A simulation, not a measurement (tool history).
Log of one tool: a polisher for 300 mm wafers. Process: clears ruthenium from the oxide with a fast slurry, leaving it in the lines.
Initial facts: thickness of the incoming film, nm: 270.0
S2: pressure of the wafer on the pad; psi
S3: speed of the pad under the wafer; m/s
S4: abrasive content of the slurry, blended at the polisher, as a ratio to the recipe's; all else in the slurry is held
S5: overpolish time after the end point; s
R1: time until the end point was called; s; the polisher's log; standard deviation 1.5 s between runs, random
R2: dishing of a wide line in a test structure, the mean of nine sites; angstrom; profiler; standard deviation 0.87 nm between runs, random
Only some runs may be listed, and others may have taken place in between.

{"run": 1, "hour": 0.0, "flow of slurry (ml/min)": 265, "S2": 2.3, "S3": 1.2, "S4": 1, "S5": 25, "R1": 74.488, "R2": 501.7}
{"run": 2, "hour": 0.9, "flow of slurry (ml/min)": 265, "S2": 2.7, "S3": 1.2, "S4": 1, "S5": 25, "R1": 63.625, "R2": 535.51}
{"run": 3, "hour": 6.4, "flow of slurry (ml/min)": 265, "S2": 2.7, "S3": 1.32, "S4": 1, "S5": 25, "R1": 59.588, "R2": 588.4}
{"run": 4, "hour": 9.0, "flow of slurry (ml/min)": 265, "S2": 2.7, "S3": 1.32, "S4": 0.8, "S5": 25, "R1": 66.471, "R2": 549.43}
{"run": 5, "hour": 13.4, "flow of slurry (ml/min)": 265, "S2": 2.6, "S3": 1.32, "S4": 0.8, "S5": 26, "R1": 70.108, "R2": 538.37}
{"run": 6, "hour": 21.3, "flow of slurry (ml/min)": 265, "S2": 2.6, "S3": 1.5, "S4": 0.8, "S5": 26, "R1": 63.364, "R2": 586.27}
{"run": 7, "hour": 26.4, "flow of slurry (ml/min)": 265, "S2": 2.5, "S3": 1.5, "S4": 0.8, "S5": 27, "R1": 62.69, "R2": 593.62}
{"hour": 28.0, "done": "slurry nozzle cleaned"}
{"run": 8, "hour": 28.0, "flow of slurry (ml/min)": 265, "S2": 2.4, "S3": 1.5, "S4": 0.8, "S5": 28, "R1": 66.409, "R2": 595.62}

Forecast run 9:
{"run": 9, "hour": 33.9, "flow of slurry (ml/min)": 265, "S2": 2.3, "S3": 1.5, "S4": 0.8, "S5": 28, "R1": "?", "R2": "?"}

Run 9 came out at R1 67.06 s, R2 579.67 angstrom.
